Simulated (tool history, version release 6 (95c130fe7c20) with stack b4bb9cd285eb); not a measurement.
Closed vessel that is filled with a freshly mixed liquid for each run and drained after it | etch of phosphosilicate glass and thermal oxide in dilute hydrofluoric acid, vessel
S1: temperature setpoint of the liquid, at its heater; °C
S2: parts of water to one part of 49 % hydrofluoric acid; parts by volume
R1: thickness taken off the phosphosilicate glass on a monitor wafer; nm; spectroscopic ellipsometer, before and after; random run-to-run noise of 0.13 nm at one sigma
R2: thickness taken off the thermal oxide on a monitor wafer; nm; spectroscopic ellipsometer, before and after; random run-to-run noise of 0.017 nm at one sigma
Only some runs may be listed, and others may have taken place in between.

run 1 day=0.000 | S1=21.0 S2=245 time_in_the_liquid_(s)=60 | R1=18.761 R2=0.76837
run 2 day=0.338 | S1=23.5 S2=245 time_in_the_liquid_(s)=60 | R1=20.568 R2=0.87716
run 3 day=0.667 | S1=23.5 S2=205 time_in_the_liquid_(s)=60 | R1=25.031 R2=1.14620
run 4 day=0.929 | S1=21.0 S2=205 time_in_the_liquid_(s)=60 | R1=22.917 R2=1.06640
run 5 day=1.071 | S1=20.5 S2=210 time_in_the_liquid_(s)=60 | R1=22.024 R2=0.93362
run 6 day=1.408 | S1=21.0 S2=220 time_in_the_liquid_(s)=60 | R1=21.151 R2=0.93847
run 7 day=1.692 | S1=20.5 S2=225 time_in_the_liquid_(s)=60 | R1=20.073 R2=0.88019
run 8 day=2.000 | S1=20.5 S2=225 time_in_the_liquid_(s)=60 | R1=20.350 R2=0.91152
run 9 day=2.346 | S1=20.0 S2=230 time_in_the_liquid_(s)=60 | R1=19.239 R2=0.89382
run 10 day=2.438 | S1=20.0 S2=240 time_in_the_liquid_(s)=60 | R1=18.424 R2=0.82032
run 11 day=2.796 | S1=19.5 S2=245 time_in_the_liquid_(s)=60 | R1=17.402 R2=0.75880
run 12 day=2.825 | S1=19.0 S2=250 time_in_the_liquid_(s)=60 | R1=16.762 R2=0.71233
run 13 day=3.146 | S1=18.0 S2=260 time_in_the_liquid_(s)=60 | R1=15.486 R2=0.66262
run 14 day=3.517 | S1=17.5 S2=265 time_in_the_liquid_(s)=60 | R1=14.732 R2=0.67711

Run 15 comes next. What will it give?
run 15 day=3.796 | S1=17.5 S2=270 time_in_the_liquid_(s)=60 | R1=? R2=?

Run 15 measured R1 14.664 nm, R2 0.66656 nm.
